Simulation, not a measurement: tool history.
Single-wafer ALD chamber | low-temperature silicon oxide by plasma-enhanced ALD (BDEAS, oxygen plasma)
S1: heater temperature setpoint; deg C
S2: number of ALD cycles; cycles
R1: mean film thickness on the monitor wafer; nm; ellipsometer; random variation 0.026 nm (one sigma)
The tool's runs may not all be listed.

run,hour,S1,S2,R1
1,0.0,85,66,9.5845
2,3.7,88,60,8.6245
3,7.0,91,56,8.0047
4,9.6,91,65,9.2705
5,15.3,91,73,10.4410
6,16.4,91,76,10.7910
7,17.6,95,67,9.4153

The next listed run, before its measurement:
8,20.5,104,56,?

R1: 7.7077 nm
